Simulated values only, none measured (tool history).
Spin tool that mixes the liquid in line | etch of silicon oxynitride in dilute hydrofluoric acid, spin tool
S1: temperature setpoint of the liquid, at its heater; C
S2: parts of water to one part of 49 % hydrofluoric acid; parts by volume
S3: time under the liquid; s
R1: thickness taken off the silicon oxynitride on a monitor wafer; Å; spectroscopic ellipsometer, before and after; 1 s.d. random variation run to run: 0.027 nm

Run 1, hour 0: S1 25 C, S2 215 parts by volume, S3 310 s. Result: R1 44.139 Å.
Run 2, hour 4.2: S1 25 C, S2 215 parts by volume, S3 310 s. Result: R1 44.139 Å.
Run 3, hour 9.6: S1 25 C, S2 145 parts by volume, S3 310 s. Result: R1 68.434 Å.
Run 4, hour 13: S1 21.5 C, S2 145 parts by volume, S3 310 s. Result: R1 58.746 Å.
Run 5, hour 19.1: S1 20.5 C, S2 155 parts by volume, S3 310 s. Result: R1 51.122 Å.
Run 6, hour 21.9: S1 20.5 C, S2 155 parts by volume, S3 330 s. Result: R1 55.197 Å.
Run 7, hour 23: S1 20 C, S2 165 parts by volume, S3 330 s. Result: R1 49.229 Å.
Run 8, hour 28.6: S1 19.5 C, S2 170 parts by volume, S3 330 s. Result: R1 47.433 Å.
Run 9, hour 32.9: S1 19 C, S2 175 parts by volume, S3 330 s. Result: R1 45.175 Å.
Run 10, hour 39.3: S1 19 C, S2 175 parts by volume, S3 330 s. Result: R1 44.849 Å.

Run 11 has not been measured yet. What should we expect?
Run 11, hour 45.6: S1 18.5 C, S2 180 parts by volume, S3 330 s. Result: R1 ?.

R1: 42.068 Å
